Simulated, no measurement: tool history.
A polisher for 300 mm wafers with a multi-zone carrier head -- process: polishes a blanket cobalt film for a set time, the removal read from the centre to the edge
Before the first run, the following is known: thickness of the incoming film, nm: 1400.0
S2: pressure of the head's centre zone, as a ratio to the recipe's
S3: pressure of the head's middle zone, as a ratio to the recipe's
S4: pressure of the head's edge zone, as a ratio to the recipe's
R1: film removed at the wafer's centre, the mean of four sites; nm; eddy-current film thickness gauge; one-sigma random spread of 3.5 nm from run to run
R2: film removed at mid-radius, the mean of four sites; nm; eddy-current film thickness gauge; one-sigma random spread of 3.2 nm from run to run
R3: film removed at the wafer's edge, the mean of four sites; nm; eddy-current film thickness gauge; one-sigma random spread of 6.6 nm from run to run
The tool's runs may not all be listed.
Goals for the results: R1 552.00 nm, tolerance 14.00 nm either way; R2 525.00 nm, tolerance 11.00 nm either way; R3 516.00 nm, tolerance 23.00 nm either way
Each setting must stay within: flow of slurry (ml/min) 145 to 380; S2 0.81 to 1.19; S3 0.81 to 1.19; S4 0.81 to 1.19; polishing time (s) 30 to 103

{"run": 1, "hour": 0.0, "flow of slurry (ml/min)": 245, "S2": 1.0, "S3": 1.0, "S4": 1.0, "polishing time (s)": 66, "R1": 395.81, "R2": 382.13, "R3": 374.37}
{"run": 2, "hour": 1.4, "flow of slurry (ml/min)": 245, "S2": 1.0, "S3": 1.0, "S4": 1.07, "polishing time (s)": 66, "R1": 392.33, "R2": 383.22, "R3": 381.61}
{"run": 3, "hour": 9.7, "flow of slurry (ml/min)": 270, "S2": 1.0, "S3": 1.0, "S4": 1.07, "polishing time (s)": 66, "R1": 397.0, "R2": 389.54, "R3": 384.49}
{"run": 4, "hour": 12.8, "flow of slurry (ml/min)": 270, "S2": 1.05, "S3": 1.0, "S4": 1.07, "polishing time (s)": 66, "R1": 410.04, "R2": 387.14, "R3": 396.38}
{"run": 5, "hour": 13.5, "flow of slurry (ml/min)": 275, "S2": 1.07, "S3": 1.01, "S4": 1.07, "polishing time (s)": 67, "R1": 425.02, "R2": 399.18, "R3": 392.68}
{"hour": 16.4, "done": "centre zone pressure recalibrated"}
{"run": 6, "hour": 16.4, "flow of slurry (ml/min)": 275, "S2": 1.13, "S3": 1.01, "S4": 1.07, "polishing time (s)": 67, "R1": 434.1, "R2": 392.52, "R3": 392.12}
{"run": 7, "hour": 20.0, "flow of slurry (ml/min)": 280, "S2": 1.13, "S3": 1.02, "S4": 1.08, "polishing time (s)": 69, "R1": 443.13, "R2": 405.86, "R3": 407.49}
{"run": 8, "hour": 22.9, "flow of slurry (ml/min)": 285, "S2": 1.13, "S3": 1.03, "S4": 1.08, "polishing time (s)": 71, "R1": 455.55, "R2": 427.71, "R3": 421.87}

4 next moves are on the table. One of them brings every result within its allowed miss. Which?
{"run": "A", "hour": 25.8, "flow of slurry (ml/min)": 325, "S2": 1.17, "S3": 1.09, "S4": 0.97, "polishing time (s)": 82, "R1": "?", "R2": "?", "R3": "?"}
{"run": "B", "hour": 25.8, "flow of slurry (ml/min)": 290, "S2": 1.11, "S3": 1.03, "S4": 1.07, "polishing time (s)": 87, "R1": "?", "R2": "?", "R3": "?"}
{"run": "C", "hour": 25.8, "flow of slurry (ml/min)": 280, "S2": 1.15, "S3": 1.04, "S4": 1.05, "polishing time (s)": 81, "R1": "?", "R2": "?", "R3": "?"}
{"run": "D", "hour": 25.8, "flow of slurry (ml/min)": 355, "S2": 1.0, "S3": 1.06, "S4": 1.16, "polishing time (s)": 89, "R1": "?", "R2": "?", "R3": "?"}

move=A R1=547.40 R2=522.21 R3=453.65
move=B R1=549.36 R2=523.77 R3=502.18
move=C R1=526.12 R2=490.32 R3=462.22
move=D R1=521.54 R2=557.07 R3=540.88
A: meets the target for the result that was furthest off, but another lies outside its allowed miss
B: all results land within tolerance of their targets
C: closes in on the targets versus the last run, not all within tolerance yet
D: the result that was furthest off in the last run now lies on the other side of its target
So the answer is move B, the one that meets all the targets.
